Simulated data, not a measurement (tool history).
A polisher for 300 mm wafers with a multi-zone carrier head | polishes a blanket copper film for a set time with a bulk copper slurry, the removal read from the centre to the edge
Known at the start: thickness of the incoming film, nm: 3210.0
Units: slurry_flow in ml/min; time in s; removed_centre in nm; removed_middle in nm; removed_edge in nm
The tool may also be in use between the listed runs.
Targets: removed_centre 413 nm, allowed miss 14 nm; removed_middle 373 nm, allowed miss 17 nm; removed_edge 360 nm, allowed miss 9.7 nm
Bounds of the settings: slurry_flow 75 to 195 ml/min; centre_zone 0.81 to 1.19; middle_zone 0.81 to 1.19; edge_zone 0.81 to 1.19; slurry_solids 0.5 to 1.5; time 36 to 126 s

run 1 day=0 | slurry_flow=125 centre_zone=1 middle_zone=1 edge_zone=1 slurry_solids=1 time=81 | removed_centre=574.88 removed_middle=563.87 removed_edge=568.66
run 2 day=0.304 | slurry_flow=125 centre_zone=1.01 middle_zone=1 edge_zone=0.98 slurry_solids=0.95 time=79 | removed_centre=553.73 removed_middle=550.63 removed_edge=549.94
run 3 day=0.608 | slurry_flow=125 centre_zone=1.01 middle_zone=1 edge_zone=0.95 slurry_solids=0.95 time=79 | removed_centre=563.06 removed_middle=537.98 removed_edge=529.66
run 4 day=0.925 | slurry_flow=125 centre_zone=1.01 middle_zone=1 edge_zone=0.94 slurry_solids=0.9 time=77 | removed_centre=534.24 removed_middle=516.28 removed_edge=523.86
run 5 day=1.292 | slurry_flow=125 centre_zone=1.03 middle_zone=1.01 edge_zone=0.93 slurry_solids=0.9 time=74 | removed_centre=524.24 removed_middle=493.04 removed_edge=492.88
run 6 day=1.367 | slurry_flow=120 centre_zone=1.04 middle_zone=1.02 edge_zone=0.92 slurry_solids=0.85 time=73 | removed_centre=500 removed_middle=474.55 removed_edge=473.07
run 7 day=1.546 | slurry_flow=115 centre_zone=1.05 middle_zone=1.03 edge_zone=0.91 slurry_solids=0.8 time=72 | removed_centre=490.39 removed_middle=480.29 removed_edge=458.84
run 8 day=1.871 | slurry_flow=110 centre_zone=1.06 middle_zone=1.03 edge_zone=0.9 slurry_solids=0.75 time=71 | removed_centre=473.04 removed_middle=462.78 removed_edge=439.58
run 9 day=1.896 | slurry_flow=105 centre_zone=1.07 middle_zone=1.02 edge_zone=0.89 slurry_solids=0.7 time=70 | removed_centre=458.51 removed_middle=434.53 removed_edge=417.99
run 10 day=2.067 | slurry_flow=100 centre_zone=1.07 middle_zone=1.02 edge_zone=0.88 slurry_solids=0.7 time=70 | removed_centre=442.41 removed_middle=434.19 removed_edge=418.78
run 11 day=2.317 | slurry_flow=100 centre_zone=1.08 middle_zone=1.02 edge_zone=0.87 slurry_solids=0.7 time=70 | removed_centre=458.62 removed_middle=430.9 removed_edge=415.77
run 12 day=2.604 | slurry_flow=100 centre_zone=1.08 middle_zone=1.02 edge_zone=0.86 slurry_solids=0.7 time=70 | removed_centre=456.78 removed_middle=440.43 removed_edge=413.18
run 13 day=2.9 | slurry_flow=100 centre_zone=1.08 middle_zone=1.01 edge_zone=0.86 slurry_solids=0.7 time=70 | removed_centre=460.74 removed_middle=433.59 removed_edge=411.45
run 14 day=3.129 | slurry_flow=100 centre_zone=1.08 middle_zone=1 edge_zone=0.86 slurry_solids=0.7 time=70 | removed_centre=452.36 removed_middle=414.89 removed_edge=407.15
run 15 day=3.367 | slurry_flow=100 centre_zone=1.08 middle_zone=1 edge_zone=0.85 slurry_solids=0.7 time=70 | removed_centre=458.85 removed_middle=419.72 removed_edge=406.27

5 next moves are on the table. One of them brings every result within its allowed miss. Which?
run A day=3.604 | slurry_flow=75 centre_zone=1.05 middle_zone=1.01 edge_zone=0.97 slurry_solids=0.65 time=68 | removed_centre=? removed_middle=? removed_edge=?
run B day=3.604 | slurry_flow=95 centre_zone=1.09 middle_zone=0.99 edge_zone=0.81 slurry_solids=0.6 time=66 | removed_centre=? removed_middle=? removed_edge=?
run C day=3.604 | slurry_flow=80 centre_zone=0.96 middle_zone=0.81 edge_zone=1.08 slurry_solids=0.65 time=79 | removed_centre=? removed_middle=? removed_edge=?
run D day=3.604 | slurry_flow=105 centre_zone=1.08 middle_zone=1.09 edge_zone=0.82 slurry_solids=0.55 time=62 | removed_centre=? removed_middle=? removed_edge=?
run E day=3.604 | slurry_flow=135 centre_zone=0.94 middle_zone=0.94 edge_zone=0.82 slurry_solids=0.7 time=61 | removed_centre=? removed_middle=? removed_edge=?

move=A removed_centre=378.42 removed_middle=371.19 removed_edge=385.97
move=B removed_centre=417.76 removed_middle=382.88 removed_edge=361.31
move=C removed_centre=417.22 removed_middle=369.48 removed_edge=482.03
move=D removed_centre=397.13 removed_middle=396.19 removed_edge=342.23
move=E removed_centre=387.87 removed_middle=386.17 removed_edge=370.96
A: nearer than the last run, and not there yet
B: meets every target
C: further off than the last run
D: takes the result that was furthest off past its target
E: nearer than the last run, and not there yet
Move B is the one to make.
